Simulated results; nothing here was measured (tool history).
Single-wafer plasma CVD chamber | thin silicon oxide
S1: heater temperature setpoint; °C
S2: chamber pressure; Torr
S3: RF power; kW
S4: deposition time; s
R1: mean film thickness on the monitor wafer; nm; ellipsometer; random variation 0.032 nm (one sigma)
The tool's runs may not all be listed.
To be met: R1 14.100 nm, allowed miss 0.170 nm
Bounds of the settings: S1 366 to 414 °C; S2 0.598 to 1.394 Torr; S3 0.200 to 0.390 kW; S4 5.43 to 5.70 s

Run 1, hour 0.0: S1 390 °C, S2 0.996 Torr, S3 0.295 kW, S4 5.70 s. Result: R1 13.078 nm.
Run 2, hour 3.7: S1 398 °C, S2 0.996 Torr, S3 0.295 kW, S4 5.70 s. Result: R1 13.016 nm.
Run 3, hour 5.4: S1 398 °C, S2 1.030 Torr, S3 0.295 kW, S4 5.70 s. Result: R1 13.402 nm.
Run 4, hour 6.4: S1 398 °C, S2 1.051 Torr, S3 0.295 kW, S4 5.70 s. Result: R1 13.582 nm.
Run 5, hour 9.4: S1 398 °C, S2 0.957 Torr, S3 0.295 kW, S4 5.70 s. Result: R1 12.477 nm.
Run 6, hour 11.8: S1 396 °C, S2 0.997 Torr, S3 0.295 kW, S4 5.70 s. Result: R1 13.004 nm.
Run 7, hour 19.1: S1 396 °C, S2 1.027 Torr, S3 0.295 kW, S4 5.70 s. Result: R1 13.383 nm.
Run 8, hour 24.8: S1 395 °C, S2 1.045 Torr, S3 0.295 kW, S4 5.70 s. Result: R1 13.600 nm.
Run 9, hour 27.0: S1 394 °C, S2 1.057 Torr, S3 0.295 kW, S4 5.70 s. Result: R1 13.734 nm.

Which of these 4 next moves meets every target?
Run A, hour 29.2: S1 404 °C, S2 1.108 Torr, S3 0.255 kW, S4 5.70 s. Result: R1 ?.
Run B, hour 29.2: S1 394 °C, S2 1.016 Torr, S3 0.315 kW, S4 5.70 s. Result: R1 ?.
Run C, hour 29.2: S1 389 °C, S2 1.036 Torr, S3 0.310 kW, S4 5.65 s. Result: R1 ?.
Run D, hour 29.2: S1 414 °C, S2 1.139 Torr, S3 0.295 kW, S4 5.59 s. Result: R1 ?.

move      R1
   A  13.548
   B  13.546
   C  13.629
   D  14.185
A: further off than the last run
B: further off than the last run
C: further off than the last run
D: meets every target
Move D is the one to make.
